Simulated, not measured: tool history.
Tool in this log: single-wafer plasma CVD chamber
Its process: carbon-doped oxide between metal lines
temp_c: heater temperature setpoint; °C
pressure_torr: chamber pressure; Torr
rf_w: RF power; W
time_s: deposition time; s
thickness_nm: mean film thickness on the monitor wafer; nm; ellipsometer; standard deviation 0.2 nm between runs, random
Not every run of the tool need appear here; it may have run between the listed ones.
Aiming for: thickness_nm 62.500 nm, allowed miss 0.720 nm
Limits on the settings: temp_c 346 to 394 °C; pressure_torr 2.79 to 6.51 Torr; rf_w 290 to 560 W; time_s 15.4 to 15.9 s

{"run": 1, "day": 0.0, "temp_c": 370, "pressure_torr": 4.65, "rf_w": 425, "time_s": 15.4, "thickness_nm": 73.666}
{"run": 2, "day": 0.267, "temp_c": 375, "pressure_torr": 4.13, "rf_w": 410, "time_s": 15.4, "thickness_nm": 68.867}
{"run": 3, "day": 0.367, "temp_c": 366, "pressure_torr": 4.13, "rf_w": 410, "time_s": 15.4, "thickness_nm": 70.726}
{"run": 4, "day": 0.675, "temp_c": 372, "pressure_torr": 3.73, "rf_w": 410, "time_s": 15.4, "thickness_nm": 68.51}
{"run": 5, "day": 0.75, "temp_c": 377, "pressure_torr": 3.44, "rf_w": 410, "time_s": 15.4, "thickness_nm": 67.421}
{"run": 6, "day": 0.783, "temp_c": 380, "pressure_torr": 3.24, "rf_w": 405, "time_s": 15.4, "thickness_nm": 65.142}
{"run": 7, "day": 0.808, "temp_c": 383, "pressure_torr": 3.17, "rf_w": 405, "time_s": 15.4, "thickness_nm": 64.643}
{"run": 8, "day": 0.929, "temp_c": 385, "pressure_torr": 3.09, "rf_w": 405, "time_s": 15.4, "thickness_nm": 63.96}

Exactly one of the 4 candidate moves below puts every result within its allowed miss. Which one?
{"run": "A", "day": 1.05, "temp_c": 394, "pressure_torr": 2.79, "rf_w": 395, "time_s": 15.4, "thickness_nm": "?"}
{"run": "B", "day": 1.05, "temp_c": 375, "pressure_torr": 3.96, "rf_w": 395, "time_s": 15.5, "thickness_nm": "?"}
{"run": "C", "day": 1.05, "temp_c": 374, "pressure_torr": 2.79, "rf_w": 390, "time_s": 15.4, "thickness_nm": "?"}
{"run": "D", "day": 1.05, "temp_c": 390, "pressure_torr": 3.2, "rf_w": 410, "time_s": 15.5, "thickness_nm": "?"}

move=A thickness_nm=60.813
move=B thickness_nm=66.558
move=C thickness_nm=62.772
move=D thickness_nm=64.797
A: pushes the last run's worst result past its target
B: further off than the last run
C: each result inside its tolerance
D: further off than the last run
The move that meets every target is C.

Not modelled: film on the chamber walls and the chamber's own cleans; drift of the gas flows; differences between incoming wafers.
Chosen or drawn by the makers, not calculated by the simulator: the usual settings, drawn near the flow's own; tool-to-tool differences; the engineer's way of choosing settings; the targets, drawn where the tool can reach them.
